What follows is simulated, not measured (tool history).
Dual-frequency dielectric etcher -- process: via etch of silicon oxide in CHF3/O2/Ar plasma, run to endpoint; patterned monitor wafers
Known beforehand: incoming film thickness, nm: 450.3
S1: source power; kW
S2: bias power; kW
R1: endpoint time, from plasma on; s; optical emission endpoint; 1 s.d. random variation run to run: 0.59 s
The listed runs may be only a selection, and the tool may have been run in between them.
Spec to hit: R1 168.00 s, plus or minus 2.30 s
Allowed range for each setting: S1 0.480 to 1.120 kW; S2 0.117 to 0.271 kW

{"run": 1, "hour": 0.0, "S1": 0.8, "S2": 0.194, "R1": 198.42}
{"run": 2, "hour": 4.8, "S1": 0.67, "S2": 0.194, "R1": 211.17}
{"run": 3, "hour": 11.9, "S1": 0.55, "S2": 0.194, "R1": 224.91}
{"run": 4, "hour": 20.6, "S1": 0.55, "S2": 0.218, "R1": 213.94}
{"run": 5, "hour": 21.7, "S1": 0.6, "S2": 0.219, "R1": 206.58}
{"run": 6, "hour": 25.5, "S1": 0.52, "S2": 0.219, "R1": 216.82}
{"run": 7, "hour": 29.0, "S1": 0.57, "S2": 0.22, "R1": 208.95}
{"run": 8, "hour": 30.5, "S1": 0.62, "S2": 0.221, "R1": 204.52}
{"run": 9, "hour": 37.5, "S1": 0.66, "S2": 0.222, "R1": 198.9}
{"run": 10, "hour": 41.2, "S1": 0.69, "S2": 0.223, "R1": 197.15}
{"run": 11, "hour": 47.1, "S1": 0.85, "S2": 0.236, "R1": 179.24}
{"run": 12, "hour": 52.7, "S1": 0.87, "S2": 0.236, "R1": 177.98}

4 candidate next runs follow, results not yet known. Just one meets every target within its allowed miss. Identify it.
{"run": "A", "hour": 58.3, "S1": 0.82, "S2": 0.205, "R1": "?"}
{"run": "B", "hour": 58.3, "S1": 1.1, "S2": 0.247, "R1": "?"}
{"run": "C", "hour": 58.3, "S1": 1.07, "S2": 0.244, "R1": "?"}
{"run": "D", "hour": 58.3, "S1": 0.99, "S2": 0.242, "R1": "?"}

move=A R1=193.18
move=B R1=161.69
move=C R1=164.05
move=D R1=168.93
A: the biggest miss grows against the last run
B: takes the result that was furthest off past its target
C: takes the result that was furthest off past its target
D: hits every target within its allowed miss
D is the move that brings every result within its allowed miss.
